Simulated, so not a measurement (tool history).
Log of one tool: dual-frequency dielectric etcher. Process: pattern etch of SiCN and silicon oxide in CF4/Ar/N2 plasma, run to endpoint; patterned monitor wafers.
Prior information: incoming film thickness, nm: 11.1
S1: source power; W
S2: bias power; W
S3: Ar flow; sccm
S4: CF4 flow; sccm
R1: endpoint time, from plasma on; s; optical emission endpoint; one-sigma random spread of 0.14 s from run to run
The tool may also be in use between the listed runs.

run,hour,S1,S2,S3,S4,R1
1,0,430,88,86,51,13.033
2,2.5,430,102,86,51,12.335
3,11.3,430,102,86,56,12.211
4,19.1,430,102,92,56,12.237
5,26.7,430,109,92,56,12.051
6,35.1,400,108,92,56,12.825

Run 7 comes next. What will it give?
7,37.4,310,104,93,55,?

R1: 18.1 s

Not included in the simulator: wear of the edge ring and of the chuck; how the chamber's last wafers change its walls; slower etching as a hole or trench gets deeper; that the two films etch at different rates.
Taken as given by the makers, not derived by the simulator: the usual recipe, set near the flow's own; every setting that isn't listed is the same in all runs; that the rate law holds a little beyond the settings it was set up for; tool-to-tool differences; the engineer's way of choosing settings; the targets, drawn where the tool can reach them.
